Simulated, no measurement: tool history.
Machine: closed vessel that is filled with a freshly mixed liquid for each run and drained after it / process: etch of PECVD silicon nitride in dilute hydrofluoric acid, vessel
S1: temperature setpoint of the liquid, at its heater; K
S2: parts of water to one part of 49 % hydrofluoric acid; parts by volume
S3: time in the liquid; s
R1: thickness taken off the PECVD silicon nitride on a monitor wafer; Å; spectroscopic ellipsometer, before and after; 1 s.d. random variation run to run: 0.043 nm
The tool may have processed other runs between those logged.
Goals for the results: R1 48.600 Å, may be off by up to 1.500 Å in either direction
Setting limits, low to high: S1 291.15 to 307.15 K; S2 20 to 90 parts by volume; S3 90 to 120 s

run  hour      S1  S2   S3       R1
  1   0.0  299.15  50  120   77.097
  2   6.0  299.15  35  120  109.480
  3  13.1  299.15  35  120  107.780
  4  17.2  299.15  35  120  110.070
  5  25.2  296.65  40  120   81.751
  6  28.6  295.15  40  120   72.208
  7  34.3  293.65  40  120   66.151
  8  40.9  291.15  50  120   44.418
  9  47.6  291.65  50  120   46.587

4 candidate next runs follow, results not yet known. Just one meets every target within its allowed miss. Identify it.
  A  54.3  297.65  70  115   ?
  B  54.3  292.65  55  120   ?
  C  54.3  291.65  45  105   ?
  D  54.3  292.15  50  110   ?

move      R1
   A  47.884
   B  45.012
   C  44.622
   D  43.714
A: meets every target
B: misses by more than the last run did
C: misses by more than the last run did
D: misses by more than the last run did
The move that meets every target is A.
